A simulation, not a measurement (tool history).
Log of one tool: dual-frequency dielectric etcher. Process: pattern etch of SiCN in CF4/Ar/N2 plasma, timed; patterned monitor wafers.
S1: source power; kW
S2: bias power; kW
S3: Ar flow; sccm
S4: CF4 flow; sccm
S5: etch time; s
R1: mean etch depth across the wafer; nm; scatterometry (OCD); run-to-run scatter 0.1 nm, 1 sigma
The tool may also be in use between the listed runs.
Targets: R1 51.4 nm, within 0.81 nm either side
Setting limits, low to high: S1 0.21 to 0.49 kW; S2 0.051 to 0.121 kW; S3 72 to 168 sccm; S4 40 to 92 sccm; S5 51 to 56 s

run 1 hour=0 | S1=0.35 S2=0.086 S3=120 S4=66 S5=56 | R1=40.515
run 2 hour=6.7 | S1=0.35 S2=0.086 S3=134 S4=66 S5=56 | R1=39.746
run 3 hour=10.6 | S1=0.37 S2=0.086 S3=134 S4=66 S5=56 | R1=42.09
run 4 hour=15.6 | S1=0.38 S2=0.086 S3=134 S4=66 S5=56 | R1=43.436
run 5 hour=22.3 | S1=0.38 S2=0.101 S3=134 S4=66 S5=56 | R1=45.855
run 6 hour=26.2 | S1=0.38 S2=0.101 S3=117 S4=66 S5=56 | R1=46.601
run 7 hour=27 | S1=0.39 S2=0.101 S3=117 S4=66 S5=56 | R1=47.724
-- hour=30.4 bias power generator calibrated
run 8 hour=30.4 | S1=0.4 S2=0.101 S3=117 S4=66 S5=56 | R1=48.714
run 9 hour=31 | S1=0.41 S2=0.101 S3=117 S4=66 S5=56 | R1=49.909

Below are 5 possible settings for the next run. Only one of them brings all results inside the allowed miss of their targets. Which is it?
run A hour=31.6 | S1=0.49 S2=0.087 S3=155 S4=49 S5=56 | R1=?
run B hour=31.6 | S1=0.47 S2=0.089 S3=118 S4=71 S5=54.5 | R1=?
run C hour=31.6 | S1=0.43 S2=0.107 S3=119 S4=64 S5=56 | R1=?
run D hour=31.6 | S1=0.43 S2=0.111 S3=107 S4=69 S5=55 | R1=?
run E hour=31.6 | S1=0.44 S2=0.116 S3=115 S4=61 S5=51.5 | R1=?

move=A R1=52.951
move=B R1=53.996
move=C R1=53.179
move=D R1=54.009
move=E R1=51.403
A: takes the result that was furthest off past its target
B: takes the result that was furthest off past its target
C: takes the result that was furthest off past its target
D: takes the result that was furthest off past its target
E: in spec on every target
E is the move that brings every result within its allowed miss.

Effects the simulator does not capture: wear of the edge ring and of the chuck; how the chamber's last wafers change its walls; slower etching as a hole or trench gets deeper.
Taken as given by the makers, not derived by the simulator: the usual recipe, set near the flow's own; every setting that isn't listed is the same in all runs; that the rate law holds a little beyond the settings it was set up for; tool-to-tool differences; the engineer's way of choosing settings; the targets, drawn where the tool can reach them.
